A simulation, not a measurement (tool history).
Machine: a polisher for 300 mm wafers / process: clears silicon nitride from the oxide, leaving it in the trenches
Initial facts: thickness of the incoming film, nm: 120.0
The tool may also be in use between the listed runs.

run,hour,flow of slurry (ml/min),pressure of the wafer on the pad (kPa),speed of the pad under the wafer (cm/s),overpolish time after the end point (s),time until the end point was called (s)
1,0.0,160,17.9,114,7,144.00
2,1.6,130,17.9,114,7,149.60
3,10.1,130,17.9,94,7,175.89
4,14.4,130,17.9,112,7,151.95
5,16.2,130,14.5,112,7,180.17
6,21.9,155,14.5,112,7,182.74

The next listed run, before its measurement:
7,25.2,155,17.2,114,7,?

Run 7 gave time until the end point was called (s) 144.54.
